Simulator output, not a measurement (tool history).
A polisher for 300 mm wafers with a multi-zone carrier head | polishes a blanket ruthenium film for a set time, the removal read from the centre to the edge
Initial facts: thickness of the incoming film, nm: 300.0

run	hour	flow of slurry (ml/min)	pressure of the head's centre zone	pressure of the head's middle zone	pressure of the head's edge zone	polishing time (s)	film removed at the wafer's centre (Å)	film removed at mid-radius (Å)	film removed at the wafer's edge (Å)
1	0.0	285	1.00	1.00	1.00	68	720.41	714.12	749.97
2	6.2	285	1.00	0.96	1.00	68	736.08	689.71	737.27
3	12.0	285	1.00	0.96	1.00	76	819.35	777.23	802.56
4	13.5	285	1.00	1.00	1.00	76	808.04	788.08	820.77
5	18.9	300	1.01	1.01	0.95	69	732.04	749.51	746.59
6	22.8	300	0.97	1.01	0.95	69	729.63	741.62	730.89
7	25.0	300	0.94	0.98	0.91	66	671.92	683.58	669.24
8	27.2	310	0.91	0.95	0.88	65	636.51	658.97	668.46

The next listed run, before its measurement:
9	35.9	285	0.95	0.97	0.86	62	?	?	?

{"run 9": {"film removed at the wafer's centre (Å)": 640.13, "film removed at mid-radius (Å)": 644.89, "film removed at the wafer's edge (Å)": 624.89}}
